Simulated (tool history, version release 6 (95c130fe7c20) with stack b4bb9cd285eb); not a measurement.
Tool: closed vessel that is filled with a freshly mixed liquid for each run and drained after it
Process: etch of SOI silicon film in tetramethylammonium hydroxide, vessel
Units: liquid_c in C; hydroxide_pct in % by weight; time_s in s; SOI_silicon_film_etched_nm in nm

run,hour,liquid_c,hydroxide_pct,time_s,SOI_silicon_film_etched_nm
1,0,72,15,30,212.02
2,6.4,72,15,30,213.99
3,9.1,67.5,15,30,165.58
4,13,67.5,15,30,164.83
5,21.7,69,15,30,179.11
6,26.1,70,15,30,189.7
7,31.6,71,15,30,203.55

Forecast run 8:
8,35.7,72,15,30,?

Run 8 gave SOI_silicon_film_etched_nm 214.69 nm.
